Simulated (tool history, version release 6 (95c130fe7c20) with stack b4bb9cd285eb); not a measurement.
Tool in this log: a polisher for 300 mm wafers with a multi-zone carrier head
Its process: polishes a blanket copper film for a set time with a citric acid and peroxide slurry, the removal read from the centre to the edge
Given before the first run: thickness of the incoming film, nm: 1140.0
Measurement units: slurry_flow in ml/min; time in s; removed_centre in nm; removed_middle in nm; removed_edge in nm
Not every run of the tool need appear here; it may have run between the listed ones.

Run 1, hour 0: slurry_flow 265 ml/min, centre_zone 1, middle_zone 1, edge_zone 1, slurry_solids 1, time 69 s. Result: removed_centre 183.47 nm, removed_middle 182.27 nm, removed_edge 186.33 nm.
Run 2, hour 6.9: slurry_flow 265 ml/min, centre_zone 1, middle_zone 1, edge_zone 0.95, slurry_solids 1, time 69 s. Result: removed_centre 183.18 nm, removed_middle 180.39 nm, removed_edge 181.91 nm.
Run 3, hour 12.3: slurry_flow 270 ml/min, centre_zone 1.02, middle_zone 1.02, edge_zone 0.99, slurry_solids 1.15, time 70 s. Result: removed_centre 195.36 nm, removed_middle 190.49 nm, removed_edge 193.99 nm.
Run 4, hour 18.6: slurry_flow 270 ml/min, centre_zone 1.02, middle_zone 1.08, edge_zone 0.99, slurry_solids 1.15, time 70 s. Result: removed_centre 193.83 nm, removed_middle 200.91 nm, removed_edge 198.29 nm.
Run 5, hour 23.8: slurry_flow 280 ml/min, centre_zone 1.05, middle_zone 1.11, edge_zone 1.01, slurry_solids 1.2, time 70 s. Result: removed_centre 205 nm, removed_middle 207.69 nm, removed_edge 201.28 nm.
Run 6, hour 26.5: slurry_flow 290 ml/min, centre_zone 1.06, middle_zone 1.13, edge_zone 1.04, slurry_solids 1.25, time 70 s. Result: removed_centre 204.48 nm, removed_middle 213.12 nm, removed_edge 202.79 nm.
Run 7, hour 27.3: slurry_flow 280 ml/min, centre_zone 1.07, middle_zone 1.13, edge_zone 1.05, slurry_solids 1.3, time 71 s. Result: removed_centre 208.35 nm, removed_middle 217.73 nm, removed_edge 209.6 nm.
Run 8, hour 28.2: slurry_flow 285 ml/min, centre_zone 1.09, middle_zone 1.13, edge_zone 1.07, slurry_solids 1.35, time 72 s. Result: removed_centre 217.23 nm, removed_middle 219.9 nm, removed_edge 215.45 nm.
Run 9, hour 30.6: slurry_flow 290 ml/min, centre_zone 1.1, middle_zone 1.13, edge_zone 1.08, slurry_solids 1.4, time 72 s. Result: removed_centre 223.01 nm, removed_middle 223.08 nm, removed_edge 216.56 nm.

Estimate the outcome of run 10 from the log above:
Run 10, hour 35.8: slurry_flow 295 ml/min, centre_zone 1.11, middle_zone 1.13, edge_zone 1.09, slurry_solids 1.45, time 72 s. Result: removed_centre ?, removed_middle ?, removed_edge ?.

{"run 10": {"removed_centre": 228.09, "removed_middle": 224.14, "removed_edge": 219.78}}
